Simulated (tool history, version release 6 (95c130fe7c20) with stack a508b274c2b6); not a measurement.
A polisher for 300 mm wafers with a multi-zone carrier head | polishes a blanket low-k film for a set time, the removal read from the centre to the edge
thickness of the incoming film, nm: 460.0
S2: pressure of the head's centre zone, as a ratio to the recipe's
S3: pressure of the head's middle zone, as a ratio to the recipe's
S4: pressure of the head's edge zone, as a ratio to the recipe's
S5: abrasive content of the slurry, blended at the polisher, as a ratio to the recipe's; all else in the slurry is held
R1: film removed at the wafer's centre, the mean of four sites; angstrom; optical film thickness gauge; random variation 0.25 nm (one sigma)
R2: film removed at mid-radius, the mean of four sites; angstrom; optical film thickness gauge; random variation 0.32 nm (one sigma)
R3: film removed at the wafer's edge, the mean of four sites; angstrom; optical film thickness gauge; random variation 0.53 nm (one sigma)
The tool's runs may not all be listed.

{"run": 1, "hour": 0.0, "flow of slurry (ml/min)": 175, "S2": 1, "S3": 1, "S4": 1, "S5": 1, "polishing time (s)": 82, "R1": 307.48, "R2": 308.85, "R3": 300.81}
{"run": 2, "hour": 8.6, "flow of slurry (ml/min)": 175, "S2": 1, "S3": 1.04, "S4": 1, "S5": 1, "polishing time (s)": 82, "R1": 304.42, "R2": 321.44, "R3": 304.44}
{"run": 3, "hour": 14.7, "flow of slurry (ml/min)": 175, "S2": 0.95, "S3": 1.04, "S4": 1, "S5": 1, "polishing time (s)": 82, "R1": 289.3, "R2": 321.25, "R3": 306.42}
{"run": 4, "hour": 18.2, "flow of slurry (ml/min)": 175, "S2": 0.95, "S3": 1.04, "S4": 0.96, "S5": 1, "polishing time (s)": 82, "R1": 289.65, "R2": 315.64, "R3": 299.57}
{"run": 5, "hour": 19.8, "flow of slurry (ml/min)": 175, "S2": 0.95, "S3": 1.04, "S4": 1.02, "S5": 1, "polishing time (s)": 82, "R1": 289.02, "R2": 319.8, "R3": 295.55}
{"run": 6, "hour": 24.2, "flow of slurry (ml/min)": 175, "S2": 0.95, "S3": 1.04, "S4": 1.02, "S5": 1, "polishing time (s)": 63, "R1": 220.45, "R2": 243.89, "R3": 234.39}
{"run": 7, "hour": 28.2, "flow of slurry (ml/min)": 165, "S2": 0.94, "S3": 1.01, "S4": 1.05, "S5": 1.1, "polishing time (s)": 68, "R1": 237.81, "R2": 264.05, "R3": 259.4}
{"run": 8, "hour": 32.5, "flow of slurry (ml/min)": 160, "S2": 0.95, "S3": 0.98, "S4": 1.08, "S5": 1.2, "polishing time (s)": 72, "R1": 262.64, "R2": 279.43, "R3": 289.31}

Run 9 comes next. What will it give?
{"run": 9, "hour": 35.2, "flow of slurry (ml/min)": 165, "S2": 0.96, "S3": 0.97, "S4": 1.1, "S5": 1.25, "polishing time (s)": 74, "R1": "?", "R2": "?", "R3": "?"}

Run 9 gave R1 279.62 angstrom, R2 286.43 angstrom, R3 302.72 angstrom.
